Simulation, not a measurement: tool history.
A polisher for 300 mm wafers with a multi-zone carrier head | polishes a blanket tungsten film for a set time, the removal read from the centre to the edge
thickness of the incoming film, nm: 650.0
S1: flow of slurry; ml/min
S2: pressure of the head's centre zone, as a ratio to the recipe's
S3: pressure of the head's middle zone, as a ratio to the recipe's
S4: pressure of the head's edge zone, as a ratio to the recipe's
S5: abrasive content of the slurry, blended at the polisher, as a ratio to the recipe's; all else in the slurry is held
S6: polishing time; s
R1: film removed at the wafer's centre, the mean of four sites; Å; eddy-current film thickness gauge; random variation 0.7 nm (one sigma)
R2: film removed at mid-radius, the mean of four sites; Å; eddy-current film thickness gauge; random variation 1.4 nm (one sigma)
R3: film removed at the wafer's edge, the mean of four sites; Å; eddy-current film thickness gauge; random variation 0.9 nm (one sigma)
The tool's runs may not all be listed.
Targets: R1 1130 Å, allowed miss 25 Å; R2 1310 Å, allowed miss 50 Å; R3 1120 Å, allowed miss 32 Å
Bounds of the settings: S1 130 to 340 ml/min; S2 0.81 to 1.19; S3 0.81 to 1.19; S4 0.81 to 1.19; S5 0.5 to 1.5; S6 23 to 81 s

run  hour   S1    S2    S3    S4    S5  S6      R1      R2      R3
  1     0  220     1     1     1     1  52  2036.5  2029.1  2061.7
  2   2.7  220     1     1     1   0.9  52  1996.5  1989.1    2021
  3   7.4  220  0.99  1.01  0.97  0.85  49  1816.5  1861.6  1824.8
  4   8.6  220  0.99  1.09  0.97  0.85  49  1814.8  1981.2  1833.9
  5  10.9  220  0.98  1.09  0.95   0.8  46  1697.9  1826.7  1686.6
  6  12.7  215  0.96   1.1  0.93  0.75  44  1545.4  1713.9  1564.5
  7  18.4  215  0.95  1.11  0.91   0.7  42  1431.4  1600.9  1415.4
  8  23.1  215  0.94   1.1  0.89  0.65  42  1390.5  1552.6  1380.4
  9  24.2  200  0.91  1.12  0.81   0.5  34  998.44  1166.9  985.43
 10  29.7  215  0.91  1.12  0.82   0.5  34  1018.8  1177.7  993.45
 11  31.5  220  0.91  1.13  0.84   0.5  34  1022.4    1178  1015.7
 12  36.2  220  0.92  1.14  0.85   0.5  34  1028.3  1201.7  1011.8
 13  41.7  225  0.93  1.15  0.87   0.5  34  1030.8  1196.5  1021.2
 14  46.9  225  0.94  1.15  0.88   0.5  34    1043    1203  1024.7

Which of these 4 next moves meets every target?
  A  52.1  250  1.07  1.07  0.87   0.5  30   ?   ?   ?
  B  52.1  185  0.81  1.15     1   0.5  36   ?   ?   ?
  C  52.1  210  0.94  1.19   0.9  0.55  34   ?   ?   ?
  D  52.1  220  0.91  1.11  0.83   0.5  38   ?   ?   ?

move      R1      R2      R3
   A  1007.4  1008.3  910.55
   B  968.56    1253  1138.1
   C  1057.2  1271.7  1065.7
   D  1125.3  1303.9  1120.1
A: further off than the last run
B: further off than the last run
C: nearer than the last run, and not there yet
D: meets every target
Answer: D
